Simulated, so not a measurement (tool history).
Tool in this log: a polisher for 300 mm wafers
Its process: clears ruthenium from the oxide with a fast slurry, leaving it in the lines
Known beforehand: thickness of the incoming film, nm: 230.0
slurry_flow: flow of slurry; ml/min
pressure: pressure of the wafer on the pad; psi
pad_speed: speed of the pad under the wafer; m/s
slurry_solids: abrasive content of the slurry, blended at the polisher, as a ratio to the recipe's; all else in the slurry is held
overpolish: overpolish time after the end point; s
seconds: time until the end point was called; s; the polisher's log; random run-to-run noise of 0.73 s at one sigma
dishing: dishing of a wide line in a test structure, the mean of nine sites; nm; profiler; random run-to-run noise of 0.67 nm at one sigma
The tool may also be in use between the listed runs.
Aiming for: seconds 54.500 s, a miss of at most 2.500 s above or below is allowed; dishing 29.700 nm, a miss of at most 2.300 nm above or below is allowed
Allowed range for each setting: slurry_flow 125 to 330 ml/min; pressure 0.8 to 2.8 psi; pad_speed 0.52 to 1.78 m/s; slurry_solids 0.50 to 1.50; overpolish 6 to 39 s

run  hour  slurry_flow  pressure  pad_speed  slurry_solids  overpolish  seconds  dishing
  1   0.0          210       1.8       1.14           1.00          20   89.242   38.344
  2   4.5          210       2.0       1.14           1.00          16   79.948   34.674
  3   7.1          210       1.8       1.14           1.00          16   89.325   34.255
  4  15.3          210       2.1       1.14           1.00          16   76.976   37.894
  5  23.5          185       2.1       1.14           1.00          16   76.572   35.966
  6  30.7          175       2.3       1.14           1.00          13   70.744   32.338
  7  37.3          175       2.4       1.14           1.00          11   65.541   28.912
  8  38.6          180       2.5       1.14           1.00          11   66.372   30.702
  9  42.2          150       2.7       1.32           1.00           6   54.186   20.419
 10  48.0          165       2.7       1.30           1.05           7   51.209   25.082
 11  51.1          170       2.7       1.28           1.05           8   53.908   26.783
 12  59.3          175       2.7       1.28           1.05           8   52.876   27.202

Exactly one of the 5 candidate moves below puts every result within its allowed miss. Which one?
  A  67.5          180       2.8       1.12           1.00          10        ?        ?
  B  67.5          135       2.7       1.40           1.20           8        ?        ?
  C  67.5          165       2.7       1.26           1.05          11        ?        ?
  D  67.5          220       2.7       1.16           1.30          11        ?        ?
  E  67.5          185       2.6       1.30           1.05           9        ?        ?

move  seconds  dishing
   A   58.729   30.777
   B   48.265   30.059
   C   54.106   35.879
   D   53.583   36.177
   E   53.750   30.328
A: corrects the largest miss of the last run, while another result sits out of spec
B: corrects the largest miss of the last run, while another result sits out of spec
C: carries the result that was furthest off beyond its target, to the other side
D: carries the result that was furthest off beyond its target, to the other side
E: each result inside its tolerance
So the answer is move E, the one that meets all the targets.
